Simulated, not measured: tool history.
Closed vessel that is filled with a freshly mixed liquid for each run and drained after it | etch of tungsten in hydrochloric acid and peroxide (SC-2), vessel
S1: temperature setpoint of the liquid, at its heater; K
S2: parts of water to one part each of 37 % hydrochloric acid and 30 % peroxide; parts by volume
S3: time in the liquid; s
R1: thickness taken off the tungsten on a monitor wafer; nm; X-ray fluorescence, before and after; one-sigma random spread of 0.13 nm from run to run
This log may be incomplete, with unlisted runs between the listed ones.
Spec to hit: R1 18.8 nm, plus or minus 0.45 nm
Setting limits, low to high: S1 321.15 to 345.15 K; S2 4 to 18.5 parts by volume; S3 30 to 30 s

run,hour,S1,S2,S3,R1
1,0,337.15,10.5,30,13.109
2,5.5,340.15,10.5,30,15.793
3,7.5,333.65,10.5,30,10.56
4,11.8,333.65,10.5,30,10.56
# hour 19.8: new drum of peroxide connected
5,19.8,335.65,10.5,30,12.771
6,25.7,332.65,10.5,30,10.55
7,30.6,334.65,10.5,30,12.114
8,38.4,336.15,10.5,30,13.15
9,46.1,337.15,10.5,30,14.036
10,54.4,338.15,10.5,30,14.939
11,56.4,338.65,10.5,30,15.394
12,60.1,339.15,10.5,30,15.692
13,63.3,339.65,10.5,30,16.184
14,70.6,340.15,10.5,30,16.745
15,73.9,340.65,10.5,30,17.302

Which single option among these 5 for the next run brings every result within its allowed miss of target? Just one does.
A,77.2,339.15,10.5,30,?
B,77.2,340.15,10.5,30,?
C,77.2,344.15,12,30,?
D,77.2,338.15,8.5,30,?
E,77.2,339.65,10,30,?

move,R1
A,15.794
B,16.777
C,19.003
D,17.695
E,16.957
A: its largest miss is bigger than the last run's
B: its largest miss is bigger than the last run's
C: in spec on every target
D: moves toward the targets from the last run without getting all of them in spec
E: its largest miss is bigger than the last run's
The move that meets every target is C.
